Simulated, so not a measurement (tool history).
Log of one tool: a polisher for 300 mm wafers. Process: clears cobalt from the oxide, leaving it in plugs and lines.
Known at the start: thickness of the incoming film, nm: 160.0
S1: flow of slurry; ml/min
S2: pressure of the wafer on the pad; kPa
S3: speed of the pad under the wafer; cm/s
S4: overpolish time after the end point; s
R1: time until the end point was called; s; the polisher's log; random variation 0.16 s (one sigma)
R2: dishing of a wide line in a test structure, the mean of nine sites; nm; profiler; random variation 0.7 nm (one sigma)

| run | hour | S1 | S2 | S3 | S4 | R1 | R2 |
|---|---|---|---|---|---|---|---|
| 1 | 0.0 | 120 | 16.5 | 110 | 15 | 25.934 | 36.661 |
| 2 | 0.8 | 120 | 16.5 | 120 | 15 | 24.568 | 37.836 |
| 3 | 8.7 | 120 | 16.5 | 120 | 11 | 24.543 | 34.022 |
| 4 | 16.4 | 120 | 20.0 | 120 | 11 | 20.414 | 36.559 |
| 5 | 23.5 | 105 | 20.0 | 120 | 11 | 20.381 | 37.271 |
| 6 | 28.5 | 105 | 17.2 | 120 | 11 | 23.737 | 35.091 |
| 7 | 33.2 | 105 | 18.6 | 122 | 11 | 21.933 | 35.466 |

Run 8 comes next. What will it give?
| 8 | 37.3 | 105 | 20.0 | 124 | 11 | ? | ? |

Run 8 gave R1 20.440 s, R2 36.554 nm.

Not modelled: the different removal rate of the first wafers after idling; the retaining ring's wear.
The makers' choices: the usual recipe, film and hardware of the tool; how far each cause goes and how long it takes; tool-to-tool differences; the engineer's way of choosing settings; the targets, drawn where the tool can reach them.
